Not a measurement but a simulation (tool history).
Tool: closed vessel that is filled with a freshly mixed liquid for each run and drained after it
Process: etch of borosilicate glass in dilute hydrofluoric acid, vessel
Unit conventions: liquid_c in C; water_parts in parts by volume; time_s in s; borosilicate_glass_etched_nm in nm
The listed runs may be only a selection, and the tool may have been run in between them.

run  hour  liquid_c  water_parts  time_s  borosilicate_glass_etched_nm
  1     0        23           45     100                        124.72
  2   2.3        23           35     100                         159.6
  3   9.7        23           45     100                        124.36
  4  14.2        22           45     100                        118.07
  5  23.1        22           40     100                        134.88
  6  30.9        21           40     100                        129.75
  7  35.1        20           40     100                        121.11

Estimate the outcome of run 8 from the log above:
  8  38.1      19.5           40     100                             ?

Run 8 measured borosilicate_glass_etched_nm 120.83 nm.
